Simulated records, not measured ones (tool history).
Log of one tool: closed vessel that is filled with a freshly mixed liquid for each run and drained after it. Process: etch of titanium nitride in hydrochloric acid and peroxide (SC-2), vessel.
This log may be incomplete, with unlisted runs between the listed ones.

run,hour,temperature setpoint of the liquid (K),parts of water to one part each of 37 % hydrochloric acid and 30 % peroxide (parts by volume),time in the liquid (s),thickness taken off the titanium nitride on a monitor wafer (angstrom)
1,0.0,335.15,10.0,190,54.233
2,7.5,338.65,10.0,190,68.057
3,14.2,335.15,10.0,190,53.672
4,15.1,335.15,7.5,190,68.179
5,22.4,331.65,7.5,190,55.215
6,27.2,329.15,7.5,190,47.122
7,31.1,327.15,7.5,190,41.183
# hour 38.7: thermometer replaced
8,38.7,326.15,7.5,190,43.527
9,45.5,326.15,7.5,190,43.754

What does the tool deliver on the next run?
10,46.3,320.15,7.5,190,?

Run 10 yielded thickness taken off the titanium nitride on a monitor wafer (angstrom) 28.993.
